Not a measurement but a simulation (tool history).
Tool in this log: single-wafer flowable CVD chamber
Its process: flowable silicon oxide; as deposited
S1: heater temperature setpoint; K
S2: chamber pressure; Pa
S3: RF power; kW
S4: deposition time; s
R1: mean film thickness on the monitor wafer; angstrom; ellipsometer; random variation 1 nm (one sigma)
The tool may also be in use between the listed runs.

| run | hour | S1 | S2 | S3 | S4 | R1 |
|---|---|---|---|---|---|---|
| 1 | 0 | 378.15 | 111.9 | 2.16 | 392 | 2071 |
| 2 | 6.4 | 378.15 | 111.9 | 2.015 | 392 | 2039.7 |
| 3 | 10.9 | 368.15 | 111.9 | 2.015 | 392 | 2967.1 |
| 4 | 20 | 362.15 | 111.9 | 2.015 | 392 | 3654.3 |
| 5 | 28.6 | 362.15 | 111.9 | 2.31 | 392 | 3750.6 |
| 6 | 32.9 | 362.15 | 111.9 | 2.07 | 392 | 3702.4 |
| 7 | 37.7 | 362.15 | 111.9 | 2.07 | 392 | 3690.1 |
| 8 | 44.8 | 361.15 | 111.9 | 2.07 | 392 | 3803.8 |
| 9 | 48.7 | 360.15 | 111.9 | 2.07 | 392 | 3958.9 |

What does the tool deliver on the next run?
| 10 | 56.3 | 359.15 | 111.9 | 2.07 | 392 | ? |

R1: 4076.3 angstrom

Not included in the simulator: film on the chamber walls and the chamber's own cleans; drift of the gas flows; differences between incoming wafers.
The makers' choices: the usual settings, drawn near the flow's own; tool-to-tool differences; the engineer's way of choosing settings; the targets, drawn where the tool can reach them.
